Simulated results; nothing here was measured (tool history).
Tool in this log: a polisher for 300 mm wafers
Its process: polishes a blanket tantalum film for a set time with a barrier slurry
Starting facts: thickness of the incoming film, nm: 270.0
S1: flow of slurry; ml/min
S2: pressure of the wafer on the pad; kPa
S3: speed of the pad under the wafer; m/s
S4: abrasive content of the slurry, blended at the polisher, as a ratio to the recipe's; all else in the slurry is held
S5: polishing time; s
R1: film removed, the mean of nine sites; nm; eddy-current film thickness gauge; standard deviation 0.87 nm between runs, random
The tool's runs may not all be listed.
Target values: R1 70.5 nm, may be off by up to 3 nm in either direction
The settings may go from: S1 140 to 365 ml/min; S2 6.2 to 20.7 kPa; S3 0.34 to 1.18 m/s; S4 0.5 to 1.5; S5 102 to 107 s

{"run": 1, "day": 0.0, "S1": 235, "S2": 13.1, "S3": 0.76, "S4": 1, "S5": 102, "R1": 121.04}
{"run": 2, "day": 0.208, "S1": 235, "S2": 11.7, "S3": 0.76, "S4": 1, "S5": 102, "R1": 108.69}
{"run": 3, "day": 0.304, "S1": 235, "S2": 11.7, "S3": 0.76, "S4": 1, "S5": 107, "R1": 113.72}
{"run": 4, "day": 0.617, "S1": 235, "S2": 11.7, "S3": 0.76, "S4": 1.15, "S5": 107, "R1": 116.8}
{"run": 5, "day": 0.812, "S1": 235, "S2": 11.7, "S3": 0.76, "S4": 1.15, "S5": 107, "R1": 117.42}
{"run": 6, "day": 1.121, "S1": 235, "S2": 9, "S3": 0.76, "S4": 1.15, "S5": 107, "R1": 91.097}
{"run": 7, "day": 1.167, "S1": 235, "S2": 8.3, "S3": 0.76, "S4": 1.15, "S5": 107, "R1": 86.698}
{"run": 8, "day": 1.192, "S1": 235, "S2": 7.6, "S3": 0.76, "S4": 1.15, "S5": 107, "R1": 80.073}

Next run, 5 choices. One meets every target within its allowed miss, the rest don't. Which?
{"run": "A", "day": 1.217, "S1": 140, "S2": 8.3, "S3": 0.62, "S4": 1.15, "S5": 102, "R1": "?"}
{"run": "B", "day": 1.217, "S1": 220, "S2": 6.2, "S3": 0.76, "S4": 1.15, "S5": 107, "R1": "?"}
{"run": "C", "day": 1.217, "S1": 300, "S2": 8.3, "S3": 0.64, "S4": 1.1, "S5": 102, "R1": "?"}
{"run": "D", "day": 1.217, "S1": 190, "S2": 6.9, "S3": 0.78, "S4": 1.05, "S5": 102, "R1": "?"}
{"run": "E", "day": 1.217, "S1": 260, "S2": 6.2, "S3": 0.76, "S4": 1.15, "S5": 102, "R1": "?"}

move=A R1=62.297
move=B R1=65.27
move=C R1=70.972
move=D R1=66.982
move=E R1=63.492
A: carries the result that was furthest off beyond its target, to the other side
B: carries the result that was furthest off beyond its target, to the other side
C: hits every target within its allowed miss
D: carries the result that was furthest off beyond its target, to the other side
E: carries the result that was furthest off beyond its target, to the other side
C meets every target.

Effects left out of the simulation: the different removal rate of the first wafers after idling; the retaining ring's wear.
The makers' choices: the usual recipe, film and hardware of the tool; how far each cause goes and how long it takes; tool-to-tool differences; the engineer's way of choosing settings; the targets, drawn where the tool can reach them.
